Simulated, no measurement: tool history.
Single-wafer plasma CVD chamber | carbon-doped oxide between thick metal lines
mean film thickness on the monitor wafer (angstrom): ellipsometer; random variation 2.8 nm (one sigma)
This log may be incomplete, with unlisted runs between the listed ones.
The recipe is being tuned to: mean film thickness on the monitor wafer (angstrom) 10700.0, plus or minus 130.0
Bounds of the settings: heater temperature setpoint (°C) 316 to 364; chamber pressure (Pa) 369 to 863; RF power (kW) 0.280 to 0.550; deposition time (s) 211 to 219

run,hour,heater temperature setpoint (°C),chamber pressure (Pa),RF power (kW),deposition time (s),mean film thickness on the monitor wafer (angstrom)
1,0.0,340,616,0.415,211,9605.0
2,2.1,337,645,0.415,211,9773.3
3,5.4,337,683,0.415,211,9880.4
4,14.2,337,683,0.415,219,10171.0
5,17.8,337,683,0.390,219,9904.4
6,20.2,334,700,0.390,219,10010.0
7,21.6,334,700,0.390,219,9984.8
8,22.7,332,719,0.390,219,10139.0
9,25.4,332,719,0.390,219,10114.0
10,30.2,330,729,0.390,219,10220.0

Consider the 5 candidate settings below. Which is the only one whose results all fall within their allowed miss of target?
A,35.0,328,776,0.410,215,?
B,35.0,323,685,0.405,214,?
C,35.0,332,863,0.395,219,?
D,35.0,318,793,0.405,212,?
E,35.0,316,708,0.390,214,?

move,mean film thickness on the monitor wafer (angstrom)
A,10397.0
B,10320.0
C,10339.0
D,10626.0
E,10465.0
A: an improvement on the last run, though not all results are within tolerance
B: an improvement on the last run, though not all results are within tolerance
C: an improvement on the last run, though not all results are within tolerance
D: hits every target within its allowed miss
E: an improvement on the last run, though not all results are within tolerance
Correct choice: D, which meets every target

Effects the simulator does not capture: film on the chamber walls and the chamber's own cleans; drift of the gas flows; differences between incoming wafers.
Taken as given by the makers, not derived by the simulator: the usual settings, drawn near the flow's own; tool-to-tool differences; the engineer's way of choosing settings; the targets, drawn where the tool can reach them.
